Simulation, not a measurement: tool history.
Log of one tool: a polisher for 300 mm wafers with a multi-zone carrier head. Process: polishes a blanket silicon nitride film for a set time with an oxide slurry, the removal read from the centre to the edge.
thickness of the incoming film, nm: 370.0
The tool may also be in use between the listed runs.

run,hour,flow of slurry (ml/min),pressure of the head's centre zone,pressure of the head's middle zone,pressure of the head's edge zone,abrasive content of the slurry,polishing time (s),film removed at the wafer's centre (nm),film removed at mid-radius (nm),film removed at the wafer's edge (nm)
1,0,135,1,1,1,1,67,34.283,35.096,34.264
2,5.7,145,1.01,1.04,1.03,1.05,67,36.128,37.782,35.579
3,13.2,155,1.01,1.06,1.06,1.1,67,35.871,37.742,37.183
4,17.7,155,1.02,1.09,1.05,1.2,67,37.435,40.194,38.065
5,25.3,160,1.03,1.11,1.05,1.25,67,39.273,41.86,39.42
6,27,160,0.97,1.11,1.05,1.25,67,37.134,42.256,39.547
7,30.5,195,1.06,1.16,1.07,1.3,67,42.731,47.311,40.896

Run 8 comes next. What will it give?
8,37.8,195,1.06,1.15,1.08,1.3,67,?,?,?

{"run 8": {"film removed at the wafer's centre (nm)": 41.287, "film removed at mid-radius (nm)": 45.752, "film removed at the wafer's edge (nm)": 40.478}}
